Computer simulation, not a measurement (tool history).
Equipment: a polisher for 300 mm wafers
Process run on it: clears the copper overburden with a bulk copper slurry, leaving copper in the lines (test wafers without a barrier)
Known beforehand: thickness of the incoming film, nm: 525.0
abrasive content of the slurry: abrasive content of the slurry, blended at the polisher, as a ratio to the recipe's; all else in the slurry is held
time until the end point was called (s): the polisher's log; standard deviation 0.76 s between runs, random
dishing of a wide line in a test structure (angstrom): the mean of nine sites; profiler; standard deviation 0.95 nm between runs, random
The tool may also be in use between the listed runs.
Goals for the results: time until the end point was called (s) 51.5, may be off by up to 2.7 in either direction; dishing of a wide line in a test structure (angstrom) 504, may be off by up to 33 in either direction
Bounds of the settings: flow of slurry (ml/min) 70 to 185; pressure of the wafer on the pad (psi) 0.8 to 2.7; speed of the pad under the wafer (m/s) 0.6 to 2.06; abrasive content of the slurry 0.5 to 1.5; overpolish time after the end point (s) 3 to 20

run	hour	flow of slurry (ml/min)	pressure of the wafer on the pad (psi)	speed of the pad under the wafer (m/s)	abrasive content of the slurry	overpolish time after the end point (s)	time until the end point was called (s)	dishing of a wide line in a test structure (angstrom)
1	0	120	1.7	1.32	1	10	86.746	396.93
2	4.7	125	2	1.34	1	9	73.524	413.14
3	7.4	125	2.2	1.36	1	9	66.049	444.02
4	8.6	130	2.4	1.36	1	9	61.243	476.72
5	14.4	130	2.4	1.36	1.15	9	60.994	496.68
6	22.6	130	2.4	1.08	1.15	9	67.677	443.44
7	28.4	130	2.5	1.18	1.15	9	60.823	471.66
8	34.7	130	2.6	1.22	1.15	9	58.581	521.16
9	42.5	135	2.6	1.28	1.15	8	56.722	476.36

Pick the move, out of 4, that brings all results within their allowed miss; only one does.
A	50.3	90	2.7	1.52	1.25	7	?	?
B	50.3	105	2.7	1.48	1.15	8	?	?
C	50.3	135	2.5	1.24	1.2	8	?	?
D	50.3	140	2.7	1.36	1.1	10	?	?

move	time until the end point was called (s)	dishing of a wide line in a test structure (angstrom)
A	52.256	437.92
B	52.105	489.95
C	59.864	434.42
D	52.591	580.34
A: corrects the largest miss of the last run, while another result sits out of spec
B: every result lands within tolerance
C: its largest miss is bigger than the last run's
D: corrects the largest miss of the last run, while another result sits out of spec
Go with B: it meets all targets.

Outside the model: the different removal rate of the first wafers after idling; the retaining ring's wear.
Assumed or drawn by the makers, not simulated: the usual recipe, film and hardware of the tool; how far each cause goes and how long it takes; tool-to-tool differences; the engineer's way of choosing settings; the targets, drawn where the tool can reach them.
